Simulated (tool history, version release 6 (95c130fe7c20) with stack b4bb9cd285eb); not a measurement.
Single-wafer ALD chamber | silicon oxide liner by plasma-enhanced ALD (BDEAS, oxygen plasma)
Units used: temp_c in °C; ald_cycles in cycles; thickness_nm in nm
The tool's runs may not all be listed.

run	hour	temp_c	ald_cycles	thickness_nm
1	0.0	320	80	7.1024
2	8.3	320	74	6.5301
3	12.5	309	74	6.6551
4	17.8	309	76	6.7917
5	26.7	309	78	7.0432
# hour 30.7: thermocouple changed; heater temperature recalibrated
6	30.7	309	79	7.0943
7	38.6	309	81	7.2520
8	47.2	309	82	7.3889
9	52.2	309	83	7.4597
10	58.2	309	84	7.5298

Run 11 has not been measured yet. What should we expect?
11	62.8	309	85	?

{"run 11": {"thickness_nm": 7.6129}}
